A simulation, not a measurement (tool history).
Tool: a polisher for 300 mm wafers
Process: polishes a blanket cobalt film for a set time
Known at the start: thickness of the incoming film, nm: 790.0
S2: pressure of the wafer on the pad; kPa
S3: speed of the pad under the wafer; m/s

{"run": 1, "hour": 0.0, "flow of slurry (ml/min)": 215, "S2": 8.3, "S3": 1.0, "polishing time (s)": 78, "film removed (nm)": 278.92}
{"run": 2, "hour": 4.4, "flow of slurry (ml/min)": 215, "S2": 9.0, "S3": 1.04, "polishing time (s)": 78, "film removed (nm)": 314.67}
{"run": 3, "hour": 9.9, "flow of slurry (ml/min)": 215, "S2": 9.7, "S3": 1.08, "polishing time (s)": 78, "film removed (nm)": 346.53}
{"run": 4, "hour": 17.2, "flow of slurry (ml/min)": 215, "S2": 10.3, "S3": 1.12, "polishing time (s)": 78, "film removed (nm)": 388.54}
{"run": 5, "hour": 21.3, "flow of slurry (ml/min)": 215, "S2": 11.0, "S3": 1.12, "polishing time (s)": 78, "film removed (nm)": 404.1}
{"run": 6, "hour": 22.6, "flow of slurry (ml/min)": 255, "S2": 11.0, "S3": 1.12, "polishing time (s)": 78, "film removed (nm)": 412.73}

Run 7 comes next. What will it give?
{"run": 7, "hour": 28.6, "flow of slurry (ml/min)": 255, "S2": 11.0, "S3": 1.16, "polishing time (s)": 78, "film removed (nm)": "?"}

Run 7 gave film removed (nm) 420.19.
